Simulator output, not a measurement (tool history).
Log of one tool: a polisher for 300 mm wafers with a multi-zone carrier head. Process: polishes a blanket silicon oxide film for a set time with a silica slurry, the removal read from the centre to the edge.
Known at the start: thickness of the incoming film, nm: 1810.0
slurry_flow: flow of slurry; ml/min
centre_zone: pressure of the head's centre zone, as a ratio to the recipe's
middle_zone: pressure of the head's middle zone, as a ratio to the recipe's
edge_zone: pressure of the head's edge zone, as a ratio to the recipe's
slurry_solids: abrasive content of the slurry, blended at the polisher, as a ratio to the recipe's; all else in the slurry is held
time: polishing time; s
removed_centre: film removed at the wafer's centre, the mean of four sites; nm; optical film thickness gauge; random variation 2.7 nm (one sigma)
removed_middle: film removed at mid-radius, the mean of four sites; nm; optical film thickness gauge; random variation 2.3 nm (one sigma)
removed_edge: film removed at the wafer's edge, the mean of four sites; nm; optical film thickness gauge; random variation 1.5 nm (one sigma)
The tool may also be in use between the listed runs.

Run 1, hour 0: slurry_flow 250 ml/min, centre_zone 1, middle_zone 1, edge_zone 1, slurry_solids 1, time 69 s. Result: removed_centre 220.98 nm, removed_middle 228.04 nm, removed_edge 229.44 nm.
Run 2, hour 3.2: slurry_flow 250 ml/min, centre_zone 1, middle_zone 1, edge_zone 1, slurry_solids 1, time 59 s. Result: removed_centre 188.14 nm, removed_middle 197.38 nm, removed_edge 199.02 nm.
Run 3, hour 8.7: slurry_flow 250 ml/min, centre_zone 1.02, middle_zone 0.99, edge_zone 0.97, slurry_solids 0.95, time 59 s. Result: removed_centre 193.17 nm, removed_middle 191.4 nm, removed_edge 193.52 nm.
Run 4, hour 16.3: slurry_flow 250 ml/min, centre_zone 1.02, middle_zone 0.99, edge_zone 1, slurry_solids 0.95, time 59 s. Result: removed_centre 187.26 nm, removed_middle 185.49 nm, removed_edge 198.53 nm.
Run 5, hour 17.5: slurry_flow 250 ml/min, centre_zone 1.02, middle_zone 0.99, edge_zone 1.06, slurry_solids 0.95, time 59 s. Result: removed_centre 191.48 nm, removed_middle 192.98 nm, removed_edge 199.96 nm.
Run 6, hour 25.4: slurry_flow 255 ml/min, centre_zone 1.05, middle_zone 1.01, edge_zone 1.04, slurry_solids 0.85, time 59 s. Result: removed_centre 192.36 nm, removed_middle 184.73 nm, removed_edge 194.76 nm.
Run 7, hour 27: slurry_flow 255 ml/min, centre_zone 1.07, middle_zone 1.03, edge_zone 1.01, slurry_solids 0.8, time 58 s. Result: removed_centre 185.68 nm, removed_middle 186.27 nm, removed_edge 181.84 nm.

Run 8 comes next. What will it give?
Run 8, hour 27.9: slurry_flow 255 ml/min, centre_zone 1.09, middle_zone 1.02, edge_zone 0.99, slurry_solids 0.75, time 58 s. Result: removed_centre ?, removed_middle ?, removed_edge ?.

removed_centre: 184.61 nm
removed_middle: 181.7 nm
removed_edge: 181.14 nm
